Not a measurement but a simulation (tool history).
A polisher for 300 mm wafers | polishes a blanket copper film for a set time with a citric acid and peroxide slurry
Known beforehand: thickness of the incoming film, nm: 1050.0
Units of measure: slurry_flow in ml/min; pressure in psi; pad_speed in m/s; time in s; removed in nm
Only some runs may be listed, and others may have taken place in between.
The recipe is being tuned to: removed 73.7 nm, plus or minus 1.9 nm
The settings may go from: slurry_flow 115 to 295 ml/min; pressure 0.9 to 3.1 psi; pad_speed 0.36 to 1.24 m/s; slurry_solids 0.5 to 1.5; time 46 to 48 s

Run 1, hour 0: slurry_flow 190 ml/min, pressure 2 psi, pad_speed 0.8 m/s, slurry_solids 1, time 46 s. Result: removed 53.414 nm.
Run 2, hour 8.9: slurry_flow 190 ml/min, pressure 2 psi, pad_speed 0.7 m/s, slurry_solids 1, time 46 s. Result: removed 47.047 nm.
Run 3, hour 15.1: slurry_flow 165 ml/min, pressure 2 psi, pad_speed 0.7 m/s, slurry_solids 1, time 46 s. Result: removed 46.544 nm.
Run 4, hour 22: slurry_flow 165 ml/min, pressure 2.1 psi, pad_speed 0.7 m/s, slurry_solids 1, time 46 s. Result: removed 48.282 nm.
Run 5, hour 25.6: slurry_flow 185 ml/min, pressure 2.1 psi, pad_speed 0.7 m/s, slurry_solids 1, time 46 s. Result: removed 49.291 nm.
Run 6, hour 31.5: slurry_flow 185 ml/min, pressure 2.1 psi, pad_speed 0.86 m/s, slurry_solids 1, time 46 s. Result: removed 58.676 nm.
Run 7, hour 40.3: slurry_flow 190 ml/min, pressure 2.2 psi, pad_speed 0.86 m/s, slurry_solids 1, time 46 s. Result: removed 61.513 nm.
Run 8, hour 45.7: slurry_flow 195 ml/min, pressure 2.3 psi, pad_speed 0.86 m/s, slurry_solids 1, time 46 s. Result: removed 65.395 nm.
Run 9, hour 50.8: slurry_flow 200 ml/min, pressure 2.3 psi, pad_speed 0.86 m/s, slurry_solids 1, time 46 s. Result: removed 64.675 nm.

Pick the move, out of 4, that brings all results within their allowed miss; only one does.
Run A, hour 55.9: slurry_flow 195 ml/min, pressure 2.2 psi, pad_speed 0.84 m/s, slurry_solids 1.05, time 48 s. Result: removed ?.
Run B, hour 55.9: slurry_flow 220 ml/min, pressure 2.6 psi, pad_speed 0.8 m/s, slurry_solids 1.1, time 48 s. Result: removed ?.
Run C, hour 55.9: slurry_flow 190 ml/min, pressure 2.6 psi, pad_speed 0.9 m/s, slurry_solids 1.05, time 48 s. Result: removed ?.
Run D, hour 55.9: slurry_flow 200 ml/min, pressure 2 psi, pad_speed 0.78 m/s, slurry_solids 0.9, time 48 s. Result: removed ?.

move  removed
   A   63.996
   B   73.996
   C   79.543
   D   53.285
A: misses by more than the last run did
B: each result inside its tolerance
C: takes the result that was furthest off past its target
D: misses by more than the last run did
B meets every target.
